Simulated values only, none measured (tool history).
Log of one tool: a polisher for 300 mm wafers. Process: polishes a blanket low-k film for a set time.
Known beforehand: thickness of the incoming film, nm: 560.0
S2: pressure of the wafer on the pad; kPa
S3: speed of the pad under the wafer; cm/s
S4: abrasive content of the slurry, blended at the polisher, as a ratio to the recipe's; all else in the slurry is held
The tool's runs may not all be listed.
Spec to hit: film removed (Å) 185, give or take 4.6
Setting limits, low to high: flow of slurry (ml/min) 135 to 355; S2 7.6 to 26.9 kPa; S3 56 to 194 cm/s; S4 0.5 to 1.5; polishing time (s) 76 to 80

run 1 hour=0 | flow_of_slurry_(ml/min)=225 S2=17.2 S3=124 S4=1 polishing_time_(s)=76 | film_removed_(Å)=426.16
run 2 hour=8.5 | flow_of_slurry_(ml/min)=170 S2=17.2 S3=124 S4=1 polishing_time_(s)=76 | film_removed_(Å)=409.17
run 3 hour=14.1 | flow_of_slurry_(ml/min)=170 S2=17.2 S3=124 S4=1 polishing_time_(s)=80 | film_removed_(Å)=424.98
run 4 hour=17.6 | flow_of_slurry_(ml/min)=165 S2=15.2 S3=116 S4=1 polishing_time_(s)=80 | film_removed_(Å)=367.64
run 5 hour=20.8 | flow_of_slurry_(ml/min)=160 S2=13.8 S3=106 S4=1 polishing_time_(s)=80 | film_removed_(Å)=317.14
run 6 hour=29.1 | flow_of_slurry_(ml/min)=135 S2=13.8 S3=106 S4=1 polishing_time_(s)=80 | film_removed_(Å)=312.39
run 7 hour=36.9 | flow_of_slurry_(ml/min)=135 S2=12.4 S3=100 S4=1 polishing_time_(s)=80 | film_removed_(Å)=268.32
run 8 hour=45 | flow_of_slurry_(ml/min)=135 S2=11.7 S3=98 S4=1 polishing_time_(s)=80 | film_removed_(Å)=257.27
run 9 hour=48.7 | flow_of_slurry_(ml/min)=135 S2=11 S3=96 S4=1 polishing_time_(s)=80 | film_removed_(Å)=243.11
run 10 hour=53.9 | flow_of_slurry_(ml/min)=135 S2=10.3 S3=94 S4=1 polishing_time_(s)=80 | film_removed_(Å)=229.22

Which of these 4 next moves meets every target?
run A hour=59.1 | flow_of_slurry_(ml/min)=140 S2=9.7 S3=112 S4=1.1 polishing_time_(s)=80 | film_removed_(Å)=?
run B hour=59.1 | flow_of_slurry_(ml/min)=140 S2=7.6 S3=94 S4=1.1 polishing_time_(s)=78 | film_removed_(Å)=?
run C hour=59.1 | flow_of_slurry_(ml/min)=135 S2=8.3 S3=92 S4=1.1 polishing_time_(s)=78 | film_removed_(Å)=?
run D hour=59.1 | flow_of_slurry_(ml/min)=135 S2=9.7 S3=74 S4=0.85 polishing_time_(s)=76 | film_removed_(Å)=?

move=A film_removed_(Å)=254.13
move=B film_removed_(Å)=185.82
move=C film_removed_(Å)=193.15
move=D film_removed_(Å)=166.86
A: moves away from the targets compared with the last run
B: every result lands within tolerance
C: gains on the last run, yet a result remains outside its allowed miss
D: takes the result that was furthest off past its target
B meets every target.
